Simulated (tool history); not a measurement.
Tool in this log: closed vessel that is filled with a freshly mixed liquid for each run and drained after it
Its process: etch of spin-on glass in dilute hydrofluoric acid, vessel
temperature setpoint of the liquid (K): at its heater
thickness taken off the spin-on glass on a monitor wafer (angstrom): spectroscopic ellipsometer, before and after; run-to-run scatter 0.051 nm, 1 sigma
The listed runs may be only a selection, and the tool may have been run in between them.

run,hour,temperature setpoint of the liquid (K),parts of water to one part of 49 % hydrofluoric acid (parts by volume),time in the liquid (s),thickness taken off the spin-on glass on a monitor wafer (angstrom)
1,0.0,299.15,120,95,280.46
2,4.9,296.65,130,95,232.31
3,10.1,296.65,170,95,170.56
4,17.5,296.65,190,95,148.67
5,25.4,297.15,190,95,152.28
6,30.7,297.15,215,95,131.02
7,34.6,298.65,215,95,137.90
8,37.4,298.65,215,95,138.79

Forecast run 9:
9,41.2,299.65,215,95,?

{"run 9": {"thickness taken off the spin-on glass on a monitor wafer (angstrom)": 144.17}}
